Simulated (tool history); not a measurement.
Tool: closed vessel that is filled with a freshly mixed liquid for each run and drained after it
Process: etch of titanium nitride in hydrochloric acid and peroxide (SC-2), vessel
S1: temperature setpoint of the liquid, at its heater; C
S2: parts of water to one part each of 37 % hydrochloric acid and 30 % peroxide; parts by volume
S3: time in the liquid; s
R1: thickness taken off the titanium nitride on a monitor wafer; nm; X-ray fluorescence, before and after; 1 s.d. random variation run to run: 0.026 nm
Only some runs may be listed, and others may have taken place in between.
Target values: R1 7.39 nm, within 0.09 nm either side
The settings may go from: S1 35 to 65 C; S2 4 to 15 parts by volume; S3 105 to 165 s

run 1 hour=0 | S1=49 S2=8.5 S3=165 | R1=8.8767
run 2 hour=9.2 | S1=48.5 S2=8.5 S3=165 | R1=8.5174
run 3 hour=14 | S1=53.5 S2=8.5 S3=165 | R1=11.828
run 4 hour=18.1 | S1=52.5 S2=8.5 S3=165 | R1=11.127
run 5 hour=22.8 | S1=57 S2=8.5 S3=165 | R1=14.861
run 6 hour=24.3 | S1=62 S2=8.5 S3=165 | R1=20.249
run 7 hour=29.4 | S1=60.5 S2=8.5 S3=165 | R1=18.562
run 8 hour=32.3 | S1=59 S2=8.5 S3=165 | R1=16.835
run 9 hour=39.2 | S1=57.5 S2=8.5 S3=165 | R1=15.357
run 10 hour=47.8 | S1=49.5 S2=8.5 S3=165 | R1=9.0585
run 11 hour=49.5 | S1=49 S2=8.5 S3=165 | R1=8.819
run 12 hour=55.8 | S1=48.5 S2=8.5 S3=165 | R1=8.4849
run 13 hour=61.9 | S1=46 S2=8.5 S3=165 | R1=7.2103

Consider the 4 candidate settings below. Which is the only one whose results all fall within their allowed miss of target?
run A hour=68 | S1=45.5 S2=7.5 S3=165 | R1=?
run B hour=68 | S1=45.5 S2=8.5 S3=165 | R1=?
run C hour=68 | S1=41.5 S2=5.5 S3=165 | R1=?
run D hour=68 | S1=47 S2=8 S3=155 | R1=?

move=A R1=7.6563
move=B R1=6.9271
move=C R1=7.3459
move=D R1=7.5693
A: takes the biggest miss from the last run beyond its target
B: its largest miss is bigger than the last run's
C: each result inside its tolerance
D: takes the biggest miss from the last run beyond its target
Move C is the one to make.
